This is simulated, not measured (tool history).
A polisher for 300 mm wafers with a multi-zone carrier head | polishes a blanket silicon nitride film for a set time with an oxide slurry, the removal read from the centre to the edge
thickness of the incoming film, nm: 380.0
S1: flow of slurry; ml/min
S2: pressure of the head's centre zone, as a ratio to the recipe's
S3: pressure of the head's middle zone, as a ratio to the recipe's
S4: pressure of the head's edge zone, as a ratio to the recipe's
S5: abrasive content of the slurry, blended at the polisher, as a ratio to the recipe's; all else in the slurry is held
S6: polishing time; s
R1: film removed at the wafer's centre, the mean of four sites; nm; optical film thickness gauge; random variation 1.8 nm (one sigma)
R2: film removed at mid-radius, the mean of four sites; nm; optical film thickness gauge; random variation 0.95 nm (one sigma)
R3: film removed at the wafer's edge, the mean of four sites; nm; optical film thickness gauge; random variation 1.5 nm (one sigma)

run    day   S1    S2    S3    S4    S5  S6       R1       R2       R3
  1  0.000  255  1.00  1.00  1.00  1.00  84   79.249   80.374   78.100
  2  0.250  260  1.02  1.02  1.03  1.10  86   85.966   87.165   88.248
  3  0.475  270  1.05  1.05  1.02  1.20  87   93.790   95.214   91.361
  4  0.500  270  1.05  1.05  1.02  1.20  78   83.035   83.792   80.154
  5  0.683  275  1.08  1.07  1.04  1.25  81   89.832   90.434   85.224
  6  1.038  280  1.09  1.08  1.05  1.30  85   96.496   98.519   93.826
  7  1.238  335  1.19  1.13  1.06  1.50  97  128.480  125.930  112.960

Run 8 is up next; what results do you expect?
  8  1.346  335  1.19  1.13  1.07  1.50  98   ?   ?   ?

R1: 130.060 nm
R2: 126.760 nm
R3: 113.290 nm
